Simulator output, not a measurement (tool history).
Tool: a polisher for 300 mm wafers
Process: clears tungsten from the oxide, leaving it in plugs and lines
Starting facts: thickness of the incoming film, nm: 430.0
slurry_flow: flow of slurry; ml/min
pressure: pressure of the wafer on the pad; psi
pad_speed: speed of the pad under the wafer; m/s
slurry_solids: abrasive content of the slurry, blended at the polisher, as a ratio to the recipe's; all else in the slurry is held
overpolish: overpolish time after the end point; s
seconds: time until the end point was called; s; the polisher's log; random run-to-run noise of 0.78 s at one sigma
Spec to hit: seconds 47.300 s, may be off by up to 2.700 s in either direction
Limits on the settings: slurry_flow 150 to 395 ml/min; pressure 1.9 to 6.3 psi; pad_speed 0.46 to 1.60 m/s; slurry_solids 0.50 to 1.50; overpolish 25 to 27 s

Run 1, hour 0.0: slurry_flow 250 ml/min, pressure 4.1 psi, pad_speed 1.02 m/s, slurry_solids 1.00, overpolish 25 s. Result: seconds 106.700 s.
Run 2, hour 7.5: slurry_flow 250 ml/min, pressure 4.1 psi, pad_speed 1.02 m/s, slurry_solids 1.00, overpolish 25 s. Result: seconds 104.700 s.
Run 3, hour 9.3: slurry_flow 250 ml/min, pressure 4.1 psi, pad_speed 1.02 m/s, slurry_solids 1.20, overpolish 25 s. Result: seconds 102.060 s.
Run 4, hour 14.4: slurry_flow 250 ml/min, pressure 4.5 psi, pad_speed 1.02 m/s, slurry_solids 1.20, overpolish 25 s. Result: seconds 95.201 s.
Run 5, hour 21.2: slurry_flow 255 ml/min, pressure 5.1 psi, pad_speed 1.14 m/s, slurry_solids 1.20, overpolish 25 s. Result: seconds 77.337 s.
Run 6, hour 25.0: slurry_flow 260 ml/min, pressure 5.5 psi, pad_speed 1.24 m/s, slurry_solids 1.20, overpolish 25 s. Result: seconds 66.977 s.
Run 7, hour 26.0: slurry_flow 260 ml/min, pressure 5.8 psi, pad_speed 1.32 m/s, slurry_solids 1.20, overpolish 25 s. Result: seconds 62.271 s.
Run 8, hour 33.8: slurry_flow 265 ml/min, pressure 6.0 psi, pad_speed 1.42 m/s, slurry_solids 1.20, overpolish 25 s. Result: seconds 55.054 s.
At hour 42.4: slurry tank refilled with fresh slurry and peroxide.
Run 9, hour 42.4: slurry_flow 265 ml/min, pressure 6.3 psi, pad_speed 1.54 m/s, slurry_solids 1.20, overpolish 25 s. Result: seconds 38.795 s.
Run 10, hour 48.5: slurry_flow 265 ml/min, pressure 6.0 psi, pad_speed 1.52 m/s, slurry_solids 1.20, overpolish 25 s. Result: seconds 41.746 s.
Run 11, hour 53.5: slurry_flow 265 ml/min, pressure 6.0 psi, pad_speed 1.50 m/s, slurry_solids 1.20, overpolish 25 s. Result: seconds 40.469 s.
Run 12, hour 62.3: slurry_flow 265 ml/min, pressure 6.0 psi, pad_speed 1.48 m/s, slurry_solids 1.20, overpolish 25 s. Result: seconds 43.216 s.
Run 13, hour 68.0: slurry_flow 265 ml/min, pressure 6.0 psi, pad_speed 1.46 m/s, slurry_solids 1.20, overpolish 25 s. Result: seconds 43.549 s.
Run 14, hour 72.6: slurry_flow 260 ml/min, pressure 5.9 psi, pad_speed 1.44 m/s, slurry_solids 1.20, overpolish 25 s. Result: seconds 45.546 s.
Run 15, hour 74.1: slurry_flow 265 ml/min, pressure 5.9 psi, pad_speed 1.44 m/s, slurry_solids 1.20, overpolish 25 s. Result: seconds 45.099 s.
Run 16, hour 81.8: slurry_flow 260 ml/min, pressure 5.9 psi, pad_speed 1.44 m/s, slurry_solids 1.20, overpolish 25 s. Result: seconds 43.768 s.
Run 17, hour 86.2: slurry_flow 265 ml/min, pressure 5.9 psi, pad_speed 1.44 m/s, slurry_solids 1.20, overpolish 25 s. Result: seconds 45.548 s.

4 candidate next runs follow, results not yet known. Just one meets every target within its allowed miss. Identify it.
Run A, hour 90.6: slurry_flow 240 ml/min, pressure 5.9 psi, pad_speed 1.58 m/s, slurry_solids 1.25, overpolish 25 s. Result: seconds ?.
Run B, hour 90.6: slurry_flow 290 ml/min, pressure 6.2 psi, pad_speed 1.44 m/s, slurry_solids 1.35, overpolish 25 s. Result: seconds ?.
Run C, hour 90.6: slurry_flow 270 ml/min, pressure 6.1 psi, pad_speed 1.32 m/s, slurry_solids 1.20, overpolish 25 s. Result: seconds ?.
Run D, hour 90.6: slurry_flow 215 ml/min, pressure 6.3 psi, pad_speed 1.48 m/s, slurry_solids 1.20, overpolish 25 s. Result: seconds ?.

move  seconds
   A   40.316
   B   41.132
   C   46.542
   D   41.373
A: the biggest miss grows against the last run
B: the biggest miss grows against the last run
C: every result lands within tolerance
D: the biggest miss grows against the last run
The move that meets every target is C.

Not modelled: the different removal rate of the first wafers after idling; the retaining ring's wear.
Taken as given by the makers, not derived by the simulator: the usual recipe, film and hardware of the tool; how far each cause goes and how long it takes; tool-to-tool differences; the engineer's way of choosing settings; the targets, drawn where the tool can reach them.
